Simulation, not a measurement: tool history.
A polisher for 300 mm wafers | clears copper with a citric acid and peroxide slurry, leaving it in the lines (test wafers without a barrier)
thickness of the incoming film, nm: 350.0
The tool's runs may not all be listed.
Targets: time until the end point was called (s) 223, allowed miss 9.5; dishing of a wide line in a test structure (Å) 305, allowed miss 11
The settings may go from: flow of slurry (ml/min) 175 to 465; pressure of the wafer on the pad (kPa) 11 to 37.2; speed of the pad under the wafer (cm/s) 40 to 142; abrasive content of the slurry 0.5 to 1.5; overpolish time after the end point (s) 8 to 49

run  hour  flow of slurry (ml/min)  pressure of the wafer on the pad (kPa)  speed of the pad under the wafer (cm/s)  abrasive content of the slurry  overpolish time after the end point (s)  time until the end point was called (s)  dishing of a wide line in a test structure (Å)
  1     0                      295                                    24.1                                       90                               1                                       25                                   155.28                                          311.98
  2   6.8                      295                                    24.1                                      100                               1                                       25                                   136.86                                          345.83
  3  14.8                      295                                    21.4                                      100                               1                                       27                                   149.97                                          332.44
  4  22.3                      295                                    21.4                                       90                               1                                       27                                   164.81                                          314.66
  5  28.1                      295                                    19.3                                       88                               1                                       29                                   183.21                                          308.37
  6  33.7                      295                                    19.3                                       88                               1                                       20                                   182.77                                          234.61
  7  34.5                      295                                    18.6                                       86                               1                                       23                                   196.18                                          250.55
  8  41.2                      295                                    17.9                                       86                               1                                       25                                    193.3                                          262.88
  9  49.4                      295                                    17.2                                       86                               1                                       27                                   198.77                                          272.82
 10  54.8                      295                                    17.2                                       86                               1                                       27                                   198.29                                          273.19
 11  57.6                      295                                    16.5                                       86                               1                                       29                                   206.85                                             276
 12  62.3                      295                                    16.5                                       86                               1                                       30                                   206.37                                          296.06
 13  70.7                      295                                    15.9                                       86                               1                                       31                                   206.26                                          292.88
 14  73.3                      295                                    15.2                                       86                               1                                       32                                   213.52                                           289.5

Which of these 4 next moves meets every target?
  A  75.9                      330                                    15.9                                       94                            1.05                                       27                                        ?                                               ?
  B  75.9                      400                                    17.9                                       82                            1.05                                       31                                        ?                                               ?
  C  75.9                      270                                    17.9                                       76                             0.9                                       35                                        ?                                               ?
  D  75.9                      320                                    17.2                                       76                            0.95                                       29                                        ?                                               ?

move  time until the end point was called (s)  dishing of a wide line in a test structure (Å)
   A                                   188.89                                          280.59
   B                                    196.7                                          302.55
   C                                   223.65                                          301.19
   D                                   223.63                                           261.9
A: further off than the last run
B: brings the result that was furthest off to its target, and leaves another outside
C: meets every target
D: further off than the last run
Move C is the one to make.

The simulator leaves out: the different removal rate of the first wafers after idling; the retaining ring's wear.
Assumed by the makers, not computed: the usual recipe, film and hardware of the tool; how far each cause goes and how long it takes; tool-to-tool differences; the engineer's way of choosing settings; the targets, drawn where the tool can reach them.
